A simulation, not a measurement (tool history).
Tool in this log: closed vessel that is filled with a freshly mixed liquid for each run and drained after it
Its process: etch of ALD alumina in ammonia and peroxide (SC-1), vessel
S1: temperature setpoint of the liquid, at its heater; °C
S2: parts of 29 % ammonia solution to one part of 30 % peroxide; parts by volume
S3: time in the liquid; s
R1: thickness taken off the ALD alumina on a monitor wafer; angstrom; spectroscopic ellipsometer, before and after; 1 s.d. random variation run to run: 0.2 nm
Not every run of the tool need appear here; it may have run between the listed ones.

run  hour    S1    S2   S3      R1
  1     0    47  0.45  205  111.96
  2   7.5    51  0.45  205  139.37
  3  14.8    51  0.35  205  136.73
  4  23.2    54  0.35  205  155.97
  5  30.3    54   0.5  205  167.57
  6    35  55.5   0.5  205  179.12

Run 7 has not been measured yet. What should we expect?
  7  36.3  55.5  0.5  205   ?

R1: 176.43 angstrom

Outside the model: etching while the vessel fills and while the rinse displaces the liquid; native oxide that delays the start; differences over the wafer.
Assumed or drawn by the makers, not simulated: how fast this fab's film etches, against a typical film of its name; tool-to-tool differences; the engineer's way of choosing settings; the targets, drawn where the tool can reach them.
